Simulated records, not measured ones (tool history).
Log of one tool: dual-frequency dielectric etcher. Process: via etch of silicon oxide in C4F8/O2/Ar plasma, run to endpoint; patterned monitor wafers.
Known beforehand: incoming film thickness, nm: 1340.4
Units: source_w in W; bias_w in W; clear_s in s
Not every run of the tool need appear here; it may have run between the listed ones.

| run | day | source_w | bias_w | clear_s |
|---|---|---|---|---|
| 1 | 0 | 2360 | 2070 | 230.12 |
| 2 | 0.162 | 2520 | 2094 | 222.98 |
| 3 | 0.35 | 2520 | 1907 | 228.67 |
| 4 | 0.433 | 2520 | 1678 | 234.59 |
| 5 | 0.596 | 2840 | 1678 | 225.73 |
| 6 | 0.725 | 2960 | 1760 | 220.31 |

Run 7, settings as shown, results not yet in. Your forecast:
| 7 | 0.775 | 3050 | 1830 | ? |

clear_s: 214.28 s
